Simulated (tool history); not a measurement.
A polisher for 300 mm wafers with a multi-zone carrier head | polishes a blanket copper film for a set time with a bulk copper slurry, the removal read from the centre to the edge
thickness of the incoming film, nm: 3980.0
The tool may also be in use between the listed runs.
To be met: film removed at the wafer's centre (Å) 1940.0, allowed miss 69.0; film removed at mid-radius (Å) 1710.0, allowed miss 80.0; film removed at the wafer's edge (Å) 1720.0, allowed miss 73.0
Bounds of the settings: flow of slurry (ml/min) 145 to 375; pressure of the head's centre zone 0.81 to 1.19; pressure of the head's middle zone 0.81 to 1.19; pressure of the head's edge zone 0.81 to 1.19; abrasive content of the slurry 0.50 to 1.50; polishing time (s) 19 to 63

run  hour  flow of slurry (ml/min)  pressure of the head's centre zone  pressure of the head's middle zone  pressure of the head's edge zone  abrasive content of the slurry  polishing time (s)  film removed at the wafer's centre (Å)  film removed at mid-radius (Å)  film removed at the wafer's edge (Å)
  1   0.0                      240                                1.00                                1.00                              1.00                            1.00                  41                                  3410.5                          3124.3                                3301.0
  2   2.6                      240                                1.00                                1.00                              1.00                            1.00                  33                                  2719.2                          2520.6                                2659.3
  3   8.3                      240                                1.00                                1.04                              1.00                            1.00                  33                                  2713.7                          2656.5                                2661.6
  4  11.5                      240                                1.01                                1.03                              0.98                            0.95                  32                                  2580.0                          2480.6                                2536.3
  5  18.0                      240                                1.01                                1.11                              0.98                            0.95                  32                                  2648.1                          2601.0                                2494.7
  6  20.0                      240                                1.01                                1.11                              0.98                            0.95                  23                                  1882.8                          1874.0                                1805.2
  7  23.1                      240                                1.02                                1.10                              0.97                            0.95                  23                                  1928.2                          1913.6                                1806.4
  8  24.0                      240                                1.03                                1.09                              0.97                            0.95                  23                                  1919.5                          1869.2                                1812.8
  9  27.1                      240                                1.04                                1.08                              0.96                            0.95                  23                                  1939.4                          1863.2                                1768.3
 10  34.7                      240                                1.05                                1.07                              0.96                            0.95                  23                                  1950.7                          1849.5                                1784.3
 11  42.0                      240                                1.06                                1.06                              0.96                            0.95                  23                                  1967.4                          1820.3                                1769.9
 12  46.8                      240                                1.06                                1.05                              0.96                            0.95                  23                                  1988.6                          1852.1                                1788.5
 13  51.2                      235                                1.06                                1.04                              0.96                            0.95                  23                                  2012.5                          1812.2                                1792.3

Which of these 5 next moves meets every target?
  A  55.6                      235                                1.02                                1.03                              0.95                            0.95                  22                                       ?                               ?                                     ?
  B  55.6                      280                                1.14                                1.04                              1.00                            0.85                  24                                       ?                               ?                                     ?
  C  55.6                      180                                1.17                                0.88                              1.07                            0.85                  25                                       ?                               ?                                     ?
  D  55.6                      170                                1.03                                0.82                              1.09                            0.80                  26                                       ?                               ?                                     ?
  E  55.6                      270                                1.11                                1.07                              1.06                            1.00                  21                                       ?                               ?                                     ?

move  film removed at the wafer's centre (Å)  film removed at mid-radius (Å)  film removed at the wafer's edge (Å)
   A                                  1834.8                          1693.2                                1732.0
   B                                  2217.9                          1839.1                                1893.6
   C                                  2205.0                          1561.6                                1935.0
   D                                  1954.4                          1488.8                                1975.6
   E                                  1974.5                          1723.6                                1772.9
A: brings the result that was furthest off to its target, and leaves another outside
B: further off than the last run
C: takes the result that was furthest off past its target
D: takes the result that was furthest off past its target
E: meets every target
Move E is the one to make.
